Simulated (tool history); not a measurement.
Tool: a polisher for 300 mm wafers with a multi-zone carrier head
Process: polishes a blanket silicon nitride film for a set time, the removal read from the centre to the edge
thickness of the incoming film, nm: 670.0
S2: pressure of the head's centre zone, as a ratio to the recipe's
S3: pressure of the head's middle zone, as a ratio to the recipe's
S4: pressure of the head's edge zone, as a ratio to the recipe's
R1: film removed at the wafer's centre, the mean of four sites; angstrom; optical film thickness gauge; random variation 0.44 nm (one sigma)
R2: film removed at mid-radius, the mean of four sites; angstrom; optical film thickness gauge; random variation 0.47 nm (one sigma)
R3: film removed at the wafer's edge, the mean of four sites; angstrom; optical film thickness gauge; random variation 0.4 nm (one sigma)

run 1 hour=0 | flow_of_slurry_(ml/min)=240 S2=1 S3=1 S4=1 polishing_time_(s)=34 | R1=680.78 R2=671.21 R3=691.35
run 2 hour=7.7 | flow_of_slurry_(ml/min)=240 S2=1 S3=1.05 S4=1 polishing_time_(s)=34 | R1=684.2 R2=696.42 R3=688.35
run 3 hour=16.6 | flow_of_slurry_(ml/min)=240 S2=0.93 S3=1.05 S4=1 polishing_time_(s)=34 | R1=648.91 R2=701.59 R3=695.09
run 4 hour=21.6 | flow_of_slurry_(ml/min)=235 S2=0.91 S3=1.03 S4=0.98 polishing_time_(s)=32 | R1=594.11 R2=645.81 R3=639.04
run 5 hour=23.1 | flow_of_slurry_(ml/min)=235 S2=0.91 S3=1.03 S4=0.94 polishing_time_(s)=32 | R1=601.52 R2=639.85 R3=621.55
run 6 hour=25.7 | flow_of_slurry_(ml/min)=225 S2=0.89 S3=1.02 S4=0.94 polishing_time_(s)=31 | R1=578.18 R2=619.39 R3=604.18
run 7 hour=26.8 | flow_of_slurry_(ml/min)=225 S2=0.88 S3=1.01 S4=0.94 polishing_time_(s)=30 | R1=544.55 R2=598.28 R3=591.43

The next listed run, before its measurement:
run 8 hour=30.3 | flow_of_slurry_(ml/min)=220 S2=0.87 S3=1 S4=0.93 polishing_time_(s)=29 | R1=? R2=? R3=?

Run 8 gave R1 515.15 angstrom, R2 573.24 angstrom, R3 558.61 angstrom.
